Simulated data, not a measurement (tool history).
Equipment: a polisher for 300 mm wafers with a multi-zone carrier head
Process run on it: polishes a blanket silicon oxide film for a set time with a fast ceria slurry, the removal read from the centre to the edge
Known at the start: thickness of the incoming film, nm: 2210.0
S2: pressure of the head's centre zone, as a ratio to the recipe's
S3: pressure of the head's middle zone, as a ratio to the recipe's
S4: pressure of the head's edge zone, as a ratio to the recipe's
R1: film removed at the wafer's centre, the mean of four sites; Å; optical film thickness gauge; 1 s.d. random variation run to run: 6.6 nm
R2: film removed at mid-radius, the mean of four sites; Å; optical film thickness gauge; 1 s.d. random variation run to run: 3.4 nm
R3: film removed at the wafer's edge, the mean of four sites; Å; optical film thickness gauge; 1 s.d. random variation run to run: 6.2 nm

run 1 hour=0.0 | flow_of_slurry_(ml/min)=160 S2=1.00 S3=1.00 S4=1.00 polishing_time_(s)=42 | R1=4012.6 R2=3854.6 R3=3925.8
run 2 hour=1.0 | flow_of_slurry_(ml/min)=175 S2=1.04 S3=1.02 S4=1.04 polishing_time_(s)=43 | R1=4290.3 R2=3996.5 R3=4003.9
run 3 hour=6.2 | flow_of_slurry_(ml/min)=175 S2=1.06 S3=1.02 S4=1.05 polishing_time_(s)=46 | R1=4690.6 R2=4315.6 R3=4178.1
run 4 hour=12.2 | flow_of_slurry_(ml/min)=175 S2=1.02 S3=1.02 S4=1.05 polishing_time_(s)=46 | R1=4496.6 R2=4273.4 R3=4261.2
run 5 hour=20.8 | flow_of_slurry_(ml/min)=160 S2=1.02 S3=1.02 S4=1.05 polishing_time_(s)=46 | R1=4479.6 R2=4200.5 R3=4288.3
run 6 hour=24.3 | flow_of_slurry_(ml/min)=160 S2=1.02 S3=1.02 S4=1.01 polishing_time_(s)=46 | R1=4432.8 R2=4287.2 R3=4212.9
run 7 hour=32.3 | flow_of_slurry_(ml/min)=165 S2=1.04 S3=1.02 S4=1.03 polishing_time_(s)=48 | R1=4824.8 R2=4388.7 R3=4437.3

Run 8, settings as shown, results not yet in. Your forecast:
run 8 hour=40.2 | flow_of_slurry_(ml/min)=170 S2=1.05 S3=1.02 S4=1.03 polishing_time_(s)=49 | R1=? R2=? R3=?

R1: 4941.9 Å
R2: 4553.7 Å
R3: 4502.4 Å
